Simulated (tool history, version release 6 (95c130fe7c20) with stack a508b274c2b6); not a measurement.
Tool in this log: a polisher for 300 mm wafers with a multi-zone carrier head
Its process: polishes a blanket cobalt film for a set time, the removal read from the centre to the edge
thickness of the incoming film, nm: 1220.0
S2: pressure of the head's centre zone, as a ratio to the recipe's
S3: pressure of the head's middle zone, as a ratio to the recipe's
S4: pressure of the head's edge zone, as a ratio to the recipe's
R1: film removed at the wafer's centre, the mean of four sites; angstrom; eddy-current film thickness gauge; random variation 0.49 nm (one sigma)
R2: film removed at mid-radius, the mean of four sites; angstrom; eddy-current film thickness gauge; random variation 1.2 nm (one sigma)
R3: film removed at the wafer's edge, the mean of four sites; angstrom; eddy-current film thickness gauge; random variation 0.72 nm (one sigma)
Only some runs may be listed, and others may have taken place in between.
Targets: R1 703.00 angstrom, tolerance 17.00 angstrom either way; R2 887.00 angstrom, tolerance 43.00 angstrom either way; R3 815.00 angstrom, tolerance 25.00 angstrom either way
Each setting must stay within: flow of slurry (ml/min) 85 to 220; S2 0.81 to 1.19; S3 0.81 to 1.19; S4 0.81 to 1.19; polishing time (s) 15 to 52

Run 1, hour 0.0: flow of slurry (ml/min) 140, S2 1.00, S3 1.00, S4 1.00, polishing time (s) 33. Result: R1 892.35 angstrom, R2 892.84 angstrom, R3 873.05 angstrom.
Run 2, hour 4.6: flow of slurry (ml/min) 140, S2 1.00, S3 1.00, S4 1.00, polishing time (s) 25. Result: R1 681.08 angstrom, R2 647.03 angstrom, R3 672.02 angstrom.
Run 3, hour 6.4: flow of slurry (ml/min) 165, S2 1.00, S3 1.00, S4 1.00, polishing time (s) 25. Result: R1 701.71 angstrom, R2 687.29 angstrom, R3 685.78 angstrom.
Run 4, hour 10.3: flow of slurry (ml/min) 175, S2 0.97, S3 1.03, S4 1.04, polishing time (s) 26. Result: R1 709.99 angstrom, R2 740.04 angstrom, R3 734.29 angstrom.
Run 5, hour 11.0: flow of slurry (ml/min) 175, S2 0.97, S3 1.10, S4 1.04, polishing time (s) 26. Result: R1 719.01 angstrom, R2 779.07 angstrom, R3 726.94 angstrom.
Run 6, hour 18.0: flow of slurry (ml/min) 175, S2 0.97, S3 1.10, S4 0.96, polishing time (s) 26. Result: R1 714.19 angstrom, R2 773.36 angstrom, R3 702.89 angstrom.
Run 7, hour 26.4: flow of slurry (ml/min) 185, S2 0.95, S3 1.11, S4 1.01, polishing time (s) 26. Result: R1 707.08 angstrom, R2 796.39 angstrom, R3 737.38 angstrom.
Run 8, hour 34.9: flow of slurry (ml/min) 190, S2 0.93, S3 1.12, S4 1.03, polishing time (s) 26. Result: R1 691.69 angstrom, R2 792.50 angstrom, R3 730.66 angstrom.
Run 9, hour 40.4: flow of slurry (ml/min) 195, S2 0.92, S3 1.14, S4 1.06, polishing time (s) 26. Result: R1 691.03 angstrom, R2 813.50 angstrom, R3 739.98 angstrom.
Run 10, hour 44.0: flow of slurry (ml/min) 200, S2 0.91, S3 1.14, S4 1.08, polishing time (s) 27. Result: R1 702.51 angstrom, R2 853.49 angstrom, R3 775.48 angstrom.
Run 11, hour 51.3: flow of slurry (ml/min) 205, S2 0.90, S3 1.14, S4 1.10, polishing time (s) 27. Result: R1 705.02 angstrom, R2 855.74 angstrom, R3 790.47 angstrom.
Run 12, hour 60.1: flow of slurry (ml/min) 205, S2 0.89, S3 1.15, S4 1.11, polishing time (s) 27. Result: R1 691.30 angstrom, R2 876.33 angstrom, R3 792.00 angstrom.
Run 13, hour 68.8: flow of slurry (ml/min) 205, S2 0.89, S3 1.15, S4 1.11, polishing time (s) 27. Result: R1 697.43 angstrom, R2 841.97 angstrom, R3 798.50 angstrom.

Consider the 4 candidate settings below. Which is the only one whose results all fall within their allowed miss of target?
Run A, hour 77.5: flow of slurry (ml/min) 215, S2 0.85, S3 1.15, S4 1.08, polishing time (s) 28. Result: R1 ?, R2 ?, R3 ?.
Run B, hour 77.5: flow of slurry (ml/min) 180, S2 0.91, S3 1.19, S4 1.08, polishing time (s) 27. Result: R1 ?, R2 ?, R3 ?.
Run C, hour 77.5: flow of slurry (ml/min) 220, S2 0.92, S3 1.09, S4 1.10, polishing time (s) 26. Result: R1 ?, R2 ?, R3 ?.
Run D, hour 77.5: flow of slurry (ml/min) 185, S2 0.83, S3 1.00, S4 1.15, polishing time (s) 28. Result: R1 ?, R2 ?, R3 ?.

move      R1      R2      R3
   A  694.24  896.36  806.30
   B  697.67  868.23  763.02
   C  700.23  796.94  757.00
   D  661.50  779.32  818.08
A: all results in spec
B: the worst result of the last run now meets its target, but another is out of spec
C: its largest miss is bigger than the last run's
D: its largest miss is bigger than the last run's
So the answer is move A, the one that meets all the targets.
